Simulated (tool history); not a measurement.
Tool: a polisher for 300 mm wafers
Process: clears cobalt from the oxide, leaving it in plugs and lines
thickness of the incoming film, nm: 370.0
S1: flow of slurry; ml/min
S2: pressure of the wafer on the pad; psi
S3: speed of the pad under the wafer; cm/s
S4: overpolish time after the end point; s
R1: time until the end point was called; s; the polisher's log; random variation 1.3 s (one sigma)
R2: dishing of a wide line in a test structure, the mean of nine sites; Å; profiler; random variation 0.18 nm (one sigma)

run    day   S1   S2  S3  S4      R1      R2
  1      0  210  2.5  98  10  57.311  339.74
  2  0.046  205  2.3  96   9  63.031  304.44
  3    0.2  190  2.1  98   8    70.8  275.93
  4  0.329  190  2.1  88   8  74.337  254.11
  5  0.362  175  2.2  80   7  82.225  220.72
  6  0.692  175  2.2  80  10   80.08  285.61
  7  1.025  205  2.3  74   9  83.862  265.19
  8  1.233  190  2.5  68   8   80.13  240.79
  9  1.583  175  2.6  64   7  85.725   218.9
 10  1.662  175  2.6  64   7  86.765  215.36

Run 11 comes next. What will it give?
 11  1.821  165  2.8  60   6   ?   ?

Run 11 gave R1 84.685 s, R2 191.16 Å.

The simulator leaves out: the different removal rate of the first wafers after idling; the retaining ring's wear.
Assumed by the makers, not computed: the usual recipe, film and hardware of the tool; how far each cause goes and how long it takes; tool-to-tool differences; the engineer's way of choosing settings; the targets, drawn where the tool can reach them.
